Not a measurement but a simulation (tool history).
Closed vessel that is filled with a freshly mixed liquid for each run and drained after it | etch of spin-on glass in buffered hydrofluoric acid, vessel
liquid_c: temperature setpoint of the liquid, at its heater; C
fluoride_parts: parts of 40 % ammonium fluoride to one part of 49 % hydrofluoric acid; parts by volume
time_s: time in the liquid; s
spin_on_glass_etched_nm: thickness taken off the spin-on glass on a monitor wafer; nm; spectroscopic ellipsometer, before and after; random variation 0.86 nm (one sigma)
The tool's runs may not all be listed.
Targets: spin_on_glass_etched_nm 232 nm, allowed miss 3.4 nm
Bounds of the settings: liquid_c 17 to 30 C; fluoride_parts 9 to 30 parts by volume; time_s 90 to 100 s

run,hour,liquid_c,fluoride_parts,time_s,spin_on_glass_etched_nm
1,0,22,24,90,118.02
2,3.9,22,24,90,117.35
3,12.7,24.5,21,90,147.55
4,21.1,26.5,19,90,179.76
5,26.7,28.5,19,90,199.95
6,34,28.5,12,90,315.21
7,40.3,26.5,12,90,281.24
8,43.8,25,12,90,260.84
9,49.5,24,12,90,244.77
10,57.2,24,12,90,247.36
11,65.3,23.5,12,90,240.33

5 next moves are on the table. One of them brings every result within its allowed miss. Which?
A,73.4,24.5,13.5,95,?
B,73.4,24.5,12.5,90,?
C,73.4,24,12,90,?
D,73.4,21,12,100,?
E,73.4,23,12.5,100,?

move,spin_on_glass_etched_nm
A,238.42
B,243.55
C,246.66
D,232.31
E,249.31
A: nearer than the last run, and not there yet
B: further off than the last run
C: further off than the last run
D: meets every target
E: further off than the last run
Answer: D
